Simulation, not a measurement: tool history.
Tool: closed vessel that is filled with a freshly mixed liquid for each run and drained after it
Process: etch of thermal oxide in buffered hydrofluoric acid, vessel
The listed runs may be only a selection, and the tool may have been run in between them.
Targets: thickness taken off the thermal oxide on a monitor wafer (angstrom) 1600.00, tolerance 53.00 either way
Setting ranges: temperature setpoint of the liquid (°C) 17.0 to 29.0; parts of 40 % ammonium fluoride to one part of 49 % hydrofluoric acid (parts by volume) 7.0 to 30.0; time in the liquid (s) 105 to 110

run  hour  temperature setpoint of the liquid (°C)  parts of 40 % ammonium fluoride to one part of 49 % hydrofluoric acid (parts by volume)  time in the liquid (s)  thickness taken off the thermal oxide on a monitor wafer (angstrom)
  1   0.0                                     21.0                                                                                     19.0                     105                                                               557.02
  2   5.5                                     23.5                                                                                     15.0                     105                                                               819.18
  3   8.9                                     25.0                                                                                     13.0                     105                                                              1027.50
  4  12.6                                     26.0                                                                                     12.0                     105                                                              1157.10
  5  17.7                                     27.0                                                                                     11.5                     105                                                              1263.30
  6  26.3                                     27.5                                                                                     11.0                     105                                                              1377.90
  7  29.9                                     28.0                                                                                     11.0                     105                                                              1392.40
  8  38.1                                     28.5                                                                                     10.5                     105                                                              1513.10

5 next moves are on the table. One of them brings every result within its allowed miss. Which?
  A  46.3                                     29.0                                                                                     11.5                     110                                                                    ?
  B  46.3                                     29.0                                                                                     10.0                     110                                                                    ?
  C  46.3                                     29.0                                                                                     11.0                     105                                                                    ?
  D  46.3                                     27.5                                                                                      9.0                     105                                                                    ?
  E  46.3                                     23.0                                                                                      8.0                     105                                                                    ?

move  thickness taken off the thermal oxide on a monitor wafer (angstrom)
   A                                                              1466.90
   B                                                              1680.60
   C                                                              1462.20
   D                                                              1582.90
   E                                                              1410.30
A: lands further from the targets than the last run did
B: pushes the last run's worst result past its target
C: lands further from the targets than the last run did
D: hits every target within its allowed miss
E: lands further from the targets than the last run did
Answer: D
